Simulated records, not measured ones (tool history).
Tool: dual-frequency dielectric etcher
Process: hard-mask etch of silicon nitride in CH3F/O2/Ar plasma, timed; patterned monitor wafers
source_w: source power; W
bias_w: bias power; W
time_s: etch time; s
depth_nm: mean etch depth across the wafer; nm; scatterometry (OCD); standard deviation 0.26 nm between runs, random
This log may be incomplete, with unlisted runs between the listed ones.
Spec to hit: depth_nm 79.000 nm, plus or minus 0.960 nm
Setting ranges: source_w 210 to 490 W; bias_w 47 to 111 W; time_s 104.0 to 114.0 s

run	hour	source_w	bias_w	time_s	depth_nm
1	0.0	350	79	114.0	75.246
2	3.0	350	79	114.0	74.482
3	11.6	350	73	114.0	72.957
4	16.2	350	73	104.0	66.423
5	17.7	350	73	104.0	66.329
6	22.5	350	85	104.0	70.408
7	23.6	360	85	104.0	71.090
8	28.1	370	85	104.0	71.407
9	33.0	380	86	104.0	72.597
10	34.0	390	86	104.0	73.455
11	37.4	400	86	104.0	73.926
12	44.4	410	86	104.0	74.956
13	52.9	420	86	104.0	75.629

Consider the 5 candidate settings below. Which is the only one whose results all fall within their allowed miss of target?
A	61.4	410	83	111.0	?
B	61.4	380	72	108.5	?
C	61.4	430	82	107.0	?
D	61.4	390	88	109.0	?
E	61.4	440	75	109.0	?

move	depth_nm
A	78.508
B	70.881
C	76.660
D	77.367
E	76.247
A: every result within its allowed miss
B: moves away from the targets compared with the last run
C: nearer than the last run, and not there yet
D: nearer than the last run, and not there yet
E: nearer than the last run, and not there yet
A meets every target.
